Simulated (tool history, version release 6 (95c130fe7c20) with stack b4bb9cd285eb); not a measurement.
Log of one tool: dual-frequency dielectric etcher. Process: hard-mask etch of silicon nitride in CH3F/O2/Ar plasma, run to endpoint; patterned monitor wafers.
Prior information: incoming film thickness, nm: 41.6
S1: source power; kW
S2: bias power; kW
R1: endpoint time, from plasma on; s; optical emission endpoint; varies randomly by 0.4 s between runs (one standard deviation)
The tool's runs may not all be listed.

run,hour,S1,S2,R1
1,0,0.43,0.088,55.147
2,5.3,0.45,0.09,54.329
3,13.3,0.45,0.101,52.687
4,15.9,0.52,0.101,49.941
5,22.4,0.52,0.094,51.023
6,23.7,0.53,0.096,50.216

Estimate the outcome of run 7 from the log above:
7,28.6,0.54,0.097,?

R1: 49.29 s
